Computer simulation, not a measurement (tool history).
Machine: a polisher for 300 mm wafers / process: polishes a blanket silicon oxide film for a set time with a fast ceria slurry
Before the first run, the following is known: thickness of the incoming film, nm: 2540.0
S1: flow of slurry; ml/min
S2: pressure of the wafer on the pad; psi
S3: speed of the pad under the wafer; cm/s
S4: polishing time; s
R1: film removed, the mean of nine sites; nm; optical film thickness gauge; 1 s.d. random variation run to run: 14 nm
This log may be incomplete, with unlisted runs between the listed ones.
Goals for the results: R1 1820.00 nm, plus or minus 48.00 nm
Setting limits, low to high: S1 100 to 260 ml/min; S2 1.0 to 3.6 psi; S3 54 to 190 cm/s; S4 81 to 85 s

run  hour   S1   S2   S3  S4       R1
  1   0.0  165  2.3  122  81  1045.90
  2   8.6  165  1.8  122  81   862.14
  3  13.8  180  2.4  122  81  1094.30
  4  15.6  140  2.4  122  81  1059.50
  5  21.8  140  2.9  122  81  1243.30
  6  25.0  120  2.9  122  81  1206.10
  7  30.6  150  3.1  124  81  1364.00
     33.2  -- worn pad replaced by a new one
  8  33.2  170  3.3  126  81  1610.10
  9  36.9  185  3.3  126  81  1625.50

Which of these 5 next moves meets every target?
  A  40.6  140  3.6  118  85   ?
  B  40.6  210  3.3  130  85   ?
  C  40.6  190  3.5  120  82   ?
  D  40.6  250  3.4  122  82   ?
  E  40.6  165  3.2  136  83   ?

move       R1
   A  1668.00
   B  1790.90
   C  1663.40
   D  1699.30
   E  1725.70
A: gains on the last run, yet a result remains outside its allowed miss
B: every result lands within tolerance
C: gains on the last run, yet a result remains outside its allowed miss
D: gains on the last run, yet a result remains outside its allowed miss
E: gains on the last run, yet a result remains outside its allowed miss
Go with B: it meets all targets.

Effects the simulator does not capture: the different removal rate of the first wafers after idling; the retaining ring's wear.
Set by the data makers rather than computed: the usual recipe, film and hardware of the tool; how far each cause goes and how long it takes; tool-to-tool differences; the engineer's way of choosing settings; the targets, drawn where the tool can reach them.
